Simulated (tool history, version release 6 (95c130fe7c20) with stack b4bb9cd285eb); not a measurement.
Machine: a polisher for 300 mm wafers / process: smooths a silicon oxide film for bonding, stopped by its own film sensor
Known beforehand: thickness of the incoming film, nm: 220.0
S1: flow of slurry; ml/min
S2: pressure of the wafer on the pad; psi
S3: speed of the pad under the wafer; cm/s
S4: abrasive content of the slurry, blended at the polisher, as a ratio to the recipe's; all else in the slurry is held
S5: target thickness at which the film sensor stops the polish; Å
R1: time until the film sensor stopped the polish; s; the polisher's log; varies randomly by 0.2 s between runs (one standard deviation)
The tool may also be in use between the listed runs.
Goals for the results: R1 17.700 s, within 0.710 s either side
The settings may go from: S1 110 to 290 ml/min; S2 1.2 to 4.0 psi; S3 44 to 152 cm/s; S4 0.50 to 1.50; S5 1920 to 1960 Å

run 1 hour=0.0 | S1=185 S2=2.6 S3=98 S4=1.00 S5=1920 | R1=30.315
run 2 hour=7.9 | S1=185 S2=2.2 S3=98 S4=1.00 S5=1920 | R1=36.806
run 3 hour=8.8 | S1=185 S2=2.7 S3=100 S4=1.00 S5=1920 | R1=29.230
run 4 hour=15.4 | S1=185 S2=2.7 S3=80 S4=1.00 S5=1920 | R1=34.773
run 5 hour=16.1 | S1=185 S2=2.7 S3=80 S4=1.15 S5=1920 | R1=32.873
run 6 hour=23.4 | S1=155 S2=2.7 S3=80 S4=1.15 S5=1920 | R1=33.422
run 7 hour=24.6 | S1=155 S2=3.1 S3=84 S4=1.15 S5=1920 | R1=28.319
run 8 hour=30.7 | S1=160 S2=3.4 S3=88 S4=1.15 S5=1920 | R1=25.190
run 9 hour=34.6 | S1=160 S2=3.6 S3=94 S4=1.15 S5=1920 | R1=21.848
run 10 hour=39.8 | S1=165 S2=3.7 S3=96 S4=1.15 S5=1920 | R1=21.327
run 11 hour=46.8 | S1=165 S2=3.8 S3=100 S4=1.15 S5=1920 | R1=20.253
run 12 hour=53.5 | S1=165 S2=3.9 S3=102 S4=1.15 S5=1920 | R1=19.454

Exercise: of the 5 proposed moves below, exactly one satisfies all targets within the stated allowed misses. Which move is it?
run A hour=60.2 | S1=200 S2=4.0 S3=98 S4=1.25 S5=1960 | R1=?
run B hour=60.2 | S1=140 S2=4.0 S3=108 S4=1.20 S5=1960 | R1=?
run C hour=60.2 | S1=180 S2=4.0 S3=114 S4=1.15 S5=1930 | R1=?
run D hour=60.2 | S1=165 S2=3.6 S3=84 S4=1.05 S5=1960 | R1=?
run E hour=60.2 | S1=145 S2=3.5 S3=124 S4=1.20 S5=1930 | R1=?

move=A R1=15.541
move=B R1=15.135
move=C R1=16.062
move=D R1=20.971
move=E R1=17.297
A: carries the result that was furthest off beyond its target, to the other side
B: carries the result that was furthest off beyond its target, to the other side
C: carries the result that was furthest off beyond its target, to the other side
D: its largest miss is bigger than the last run's
E: all results in spec
Move E is the one to make.
